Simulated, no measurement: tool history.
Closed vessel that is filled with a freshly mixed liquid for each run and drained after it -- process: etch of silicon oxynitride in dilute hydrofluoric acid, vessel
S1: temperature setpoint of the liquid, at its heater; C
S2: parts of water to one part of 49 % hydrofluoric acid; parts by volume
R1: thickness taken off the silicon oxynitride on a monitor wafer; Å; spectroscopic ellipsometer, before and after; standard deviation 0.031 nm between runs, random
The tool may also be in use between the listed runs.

{"run": 1, "hour": 0.0, "S1": 21, "S2": 245, "time in the liquid (s)": 2160, "R1": 105.02}
{"run": 2, "hour": 5.5, "S1": 21, "S2": 245, "time in the liquid (s)": 2160, "R1": 106.06}
{"run": 3, "hour": 13.5, "S1": 21, "S2": 325, "time in the liquid (s)": 2160, "R1": 75.396}
{"run": 4, "hour": 22.1, "S1": 21, "S2": 275, "time in the liquid (s)": 2160, "R1": 92.009}
{"run": 5, "hour": 26.4, "S1": 20, "S2": 275, "time in the liquid (s)": 2160, "R1": 88.49}
{"run": 6, "hour": 32.5, "S1": 19.5, "S2": 275, "time in the liquid (s)": 2160, "R1": 86.579}
{"run": 7, "hour": 37.2, "S1": 19, "S2": 275, "time in the liquid (s)": 2160, "R1": 84.188}

Expected results for the next run?
{"run": 8, "hour": 44.0, "S1": 17, "S2": 275, "time in the liquid (s)": 2160, "R1": "?"}

Run 8 produced R1 76.585 Å.

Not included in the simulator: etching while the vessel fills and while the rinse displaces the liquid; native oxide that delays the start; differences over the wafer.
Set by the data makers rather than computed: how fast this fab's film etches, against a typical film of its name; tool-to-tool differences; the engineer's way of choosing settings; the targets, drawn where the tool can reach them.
